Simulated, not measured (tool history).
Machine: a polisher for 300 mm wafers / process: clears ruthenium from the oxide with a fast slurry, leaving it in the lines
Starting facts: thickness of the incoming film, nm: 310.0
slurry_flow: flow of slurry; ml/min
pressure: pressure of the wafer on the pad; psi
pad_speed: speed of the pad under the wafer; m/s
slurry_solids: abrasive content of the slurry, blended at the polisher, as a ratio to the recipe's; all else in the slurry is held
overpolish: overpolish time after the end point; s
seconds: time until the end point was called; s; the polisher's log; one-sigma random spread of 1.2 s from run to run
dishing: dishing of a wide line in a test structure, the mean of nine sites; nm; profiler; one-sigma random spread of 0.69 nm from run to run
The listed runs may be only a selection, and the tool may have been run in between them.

| run | hour | slurry_flow | pressure | pad_speed | slurry_solids | overpolish | seconds | dishing |
|---|---|---|---|---|---|---|---|---|
| 1 | 0 | 245 | 2.8 | 1.16 | 1 | 14 | 60.519 | 62.887 |
| 2 | 2.8 | 290 | 2.8 | 1.16 | 1 | 14 | 59.403 | 61.15 |
| 3 | 9.3 | 290 | 2.8 | 1.16 | 1 | 17 | 61.174 | 72.294 |
| 4 | 12.3 | 290 | 3.1 | 1.16 | 1 | 17 | 53.425 | 79.2 |
| 5 | 15.4 | 290 | 2.9 | 1.14 | 1 | 16 | 59.29 | 70.625 |
| 6 | 16.9 | 290 | 2.8 | 1.14 | 1 | 15 | 63.034 | 63.71 |
| 7 | 22.7 | 290 | 2.7 | 1.14 | 1 | 14 | 63.792 | 58.642 |
| 8 | 31.1 | 290 | 2.6 | 1.14 | 1 | 13 | 65.626 | 53.773 |

The next listed run, before its measurement:
| 9 | 33.2 | 290 | 2.5 | 1.14 | 1 | 13 | ? | ? |

Run 9 measured seconds 68.47 s, dishing 50.809 nm.
